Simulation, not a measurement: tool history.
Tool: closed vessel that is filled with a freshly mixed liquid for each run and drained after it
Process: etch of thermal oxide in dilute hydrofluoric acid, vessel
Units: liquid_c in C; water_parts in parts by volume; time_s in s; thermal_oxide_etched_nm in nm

{"run": 1, "hour": 0.0, "liquid_c": 20, "water_parts": 100, "time_s": 115, "thermal_oxide_etched_nm": 4.4412}
{"run": 2, "hour": 4.4, "liquid_c": 20, "water_parts": 100, "time_s": 115, "thermal_oxide_etched_nm": 4.429}
{"run": 3, "hour": 12.3, "liquid_c": 20, "water_parts": 125, "time_s": 115, "thermal_oxide_etched_nm": 3.431}
{"run": 4, "hour": 16.7, "liquid_c": 21, "water_parts": 115, "time_s": 115, "thermal_oxide_etched_nm": 3.9638}
{"run": 5, "hour": 19.2, "liquid_c": 18, "water_parts": 115, "time_s": 115, "thermal_oxide_etched_nm": 3.4775}
{"run": 6, "hour": 23.6, "liquid_c": 18, "water_parts": 150, "time_s": 115, "thermal_oxide_etched_nm": 2.5911}
{"run": 7, "hour": 28.2, "liquid_c": 19.5, "water_parts": 135, "time_s": 115, "thermal_oxide_etched_nm": 3.1092}
{"run": 8, "hour": 36.7, "liquid_c": 20.5, "water_parts": 125, "time_s": 115, "thermal_oxide_etched_nm": 3.545}

Forecast run 9:
{"run": 9, "hour": 37.6, "liquid_c": 21.5, "water_parts": 115, "time_s": 115, "thermal_oxide_etched_nm": "?"}

{"run 9": {"thermal_oxide_etched_nm": 4.0672}}

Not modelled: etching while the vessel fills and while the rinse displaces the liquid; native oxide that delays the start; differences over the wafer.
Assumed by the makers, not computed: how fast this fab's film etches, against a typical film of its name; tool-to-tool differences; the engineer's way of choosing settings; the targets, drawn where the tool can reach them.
